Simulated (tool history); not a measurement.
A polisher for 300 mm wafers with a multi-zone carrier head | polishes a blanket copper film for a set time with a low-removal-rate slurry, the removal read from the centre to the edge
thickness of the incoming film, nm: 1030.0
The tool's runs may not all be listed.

run  hour  flow of slurry (ml/min)  pressure of the head's centre zone  pressure of the head's middle zone  pressure of the head's edge zone  abrasive content of the slurry  polishing time (s)  film removed at the wafer's centre (nm)  film removed at mid-radius (nm)  film removed at the wafer's edge (nm)
  1   0.0                      145                                1.00                                1.00                              1.00                            1.00                  39                                   205.46                           208.72                                 198.82
  2   7.9                      145                                1.01                                1.00                              0.97                            0.90                  36                                   184.86                           181.23                                 171.94
  3  10.4                      145                                1.00                                1.01                              0.94                            0.80                  35                                   172.12                           175.42                                 161.78
  4  18.1                      145                                1.01                                1.01                              0.92                            0.75                  34                                   165.76                           168.86                                 154.78
  5  23.7                      145                                1.01                                1.01                              0.92                            0.75                  28                                   136.14                           140.41                                 125.82
  6  31.9                      160                                1.01                                1.01                              0.92                            0.75                  28                                   141.57                           140.92                                 126.42
  7  37.0                      160                                1.01                                1.01                              0.90                            0.75                  28                                   140.95                           143.70                                 124.35

Run 8 comes next. What will it give?
  8  39.1                      160                                1.01                                1.01                              0.89                            0.75                  28                                        ?                                ?                                      ?

{"run 8": {"film removed at the wafer's centre (nm)": 142.69, "film removed at mid-radius (nm)": 139.17, "film removed at the wafer's edge (nm)": 126.51}}

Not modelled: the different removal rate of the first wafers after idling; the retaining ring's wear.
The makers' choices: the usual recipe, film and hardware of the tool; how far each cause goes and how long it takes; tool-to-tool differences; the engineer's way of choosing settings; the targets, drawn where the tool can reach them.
